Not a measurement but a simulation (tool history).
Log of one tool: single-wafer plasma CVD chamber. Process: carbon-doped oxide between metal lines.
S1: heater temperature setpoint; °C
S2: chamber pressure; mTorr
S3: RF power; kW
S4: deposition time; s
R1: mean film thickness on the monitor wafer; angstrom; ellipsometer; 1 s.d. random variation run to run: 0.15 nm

run 1 day=0 | S1=330 S2=4350 S3=0.565 S4=9.38 | R1=599.4
run 2 day=0.138 | S1=330 S2=3620 S3=0.565 S4=9.38 | R1=587.35
run 3 day=0.312 | S1=330 S2=3620 S3=0.565 S4=9.68 | R1=604.1
run 4 day=0.354 | S1=330 S2=3930 S3=0.565 S4=9.68 | R1=611.35
run 5 day=0.571 | S1=338 S2=3930 S3=0.565 S4=9.68 | R1=593.4
run 6 day=0.746 | S1=338 S2=4560 S3=0.565 S4=9.68 | R1=603.86
run 7 day=0.942 | S1=333 S2=4760 S3=0.575 S4=9.68 | R1=626.88
run 8 day=1.3 | S1=329 S2=4910 S3=0.58 S4=9.68 | R1=646.93
run 9 day=1.638 | S1=326 S2=5010 S3=0.585 S4=9.68 | R1=657.17
run 10 day=1.858 | S1=324 S2=5100 S3=0.59 S4=9.68 | R1=666.8
run 11 day=1.888 | S1=324 S2=5100 S3=0.59 S4=9.68 | R1=668.65

Estimate the outcome of run 12 from the log above:
run 12 day=2.058 | S1=322 S2=5160 S3=0.59 S4=9.68 | R1=?

Run 12 yielded R1 677.02 angstrom.
